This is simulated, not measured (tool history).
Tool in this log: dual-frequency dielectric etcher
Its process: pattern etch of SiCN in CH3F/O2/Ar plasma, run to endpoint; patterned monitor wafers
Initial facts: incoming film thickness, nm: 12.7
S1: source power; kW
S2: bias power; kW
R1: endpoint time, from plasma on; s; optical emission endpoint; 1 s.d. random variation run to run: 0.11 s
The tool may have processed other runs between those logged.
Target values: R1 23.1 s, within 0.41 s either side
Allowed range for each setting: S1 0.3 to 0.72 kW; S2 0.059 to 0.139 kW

run  hour    S1     S2      R1
  1     0  0.51  0.099  26.582
  2   5.4  0.51  0.089  27.974
  3   7.1  0.51  0.102  26.588
  4  14.4  0.57  0.102  25.267
  5  18.8  0.59  0.103  25.008
  6  24.2  0.61  0.104  24.546
  7  33.1  0.63  0.105  24.038
  8  33.7  0.64  0.105  23.902
  9  36.5  0.64  0.105  23.942
 10  42.5  0.65  0.105  23.995
 11    46  0.66  0.105  23.695
 12    55  0.66  0.105  23.605

Below are 5 possible settings for the next run. Only one of them brings all results inside the allowed miss of their targets. Which is it?
  A    64  0.71  0.104   ?
  B    64  0.64  0.103   ?
  C    64  0.64  0.099   ?
  D    64  0.71  0.114   ?
  E    64  0.72  0.093   ?

move      R1
   A  23.185
   B  24.213
   C  24.587
   D  22.372
   E   24.07
A: every result within its allowed miss
B: moves away from the targets compared with the last run
C: moves away from the targets compared with the last run
D: pushes the last run's worst result past its target
E: moves away from the targets compared with the last run
Correct choice: A, which meets every target

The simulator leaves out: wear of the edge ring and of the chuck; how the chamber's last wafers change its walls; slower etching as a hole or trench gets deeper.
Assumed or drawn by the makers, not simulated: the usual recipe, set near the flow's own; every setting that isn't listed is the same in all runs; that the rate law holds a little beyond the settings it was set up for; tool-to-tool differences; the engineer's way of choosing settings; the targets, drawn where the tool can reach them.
